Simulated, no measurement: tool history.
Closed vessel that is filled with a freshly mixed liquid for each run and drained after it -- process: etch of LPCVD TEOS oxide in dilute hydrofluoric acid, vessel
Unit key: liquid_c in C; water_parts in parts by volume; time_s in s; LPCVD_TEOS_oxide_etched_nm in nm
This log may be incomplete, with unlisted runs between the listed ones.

run 1 hour=0.0 | liquid_c=22.0 water_parts=275 time_s=520 | LPCVD_TEOS_oxide_etched_nm=81.953
run 2 hour=8.5 | liquid_c=22.0 water_parts=315 time_s=520 | LPCVD_TEOS_oxide_etched_nm=67.768
run 3 hour=9.8 | liquid_c=22.0 water_parts=410 time_s=520 | LPCVD_TEOS_oxide_etched_nm=47.928
run 4 hour=12.0 | liquid_c=24.5 water_parts=410 time_s=520 | LPCVD_TEOS_oxide_etched_nm=52.376
run 5 hour=16.1 | liquid_c=25.5 water_parts=355 time_s=520 | LPCVD_TEOS_oxide_etched_nm=66.318
run 6 hour=19.0 | liquid_c=27.5 water_parts=355 time_s=520 | LPCVD_TEOS_oxide_etched_nm=71.002
run 7 hour=26.7 | liquid_c=28.0 water_parts=305 time_s=520 | LPCVD_TEOS_oxide_etched_nm=86.852
run 8 hour=29.6 | liquid_c=30.0 water_parts=195 time_s=525 | LPCVD_TEOS_oxide_etched_nm=168.370
run 9 hour=34.4 | liquid_c=30.0 water_parts=185 time_s=525 | LPCVD_TEOS_oxide_etched_nm=177.390
-- hour=36.1 thermometer replaced
run 10 hour=36.1 | liquid_c=30.0 water_parts=185 time_s=525 | LPCVD_TEOS_oxide_etched_nm=168.600

Expected results for the next run?
run 11 hour=43.1 | liquid_c=30.0 water_parts=175 time_s=525 | LPCVD_TEOS_oxide_etched_nm=?

Run 11 gave LPCVD_TEOS_oxide_etched_nm 178.480 nm.

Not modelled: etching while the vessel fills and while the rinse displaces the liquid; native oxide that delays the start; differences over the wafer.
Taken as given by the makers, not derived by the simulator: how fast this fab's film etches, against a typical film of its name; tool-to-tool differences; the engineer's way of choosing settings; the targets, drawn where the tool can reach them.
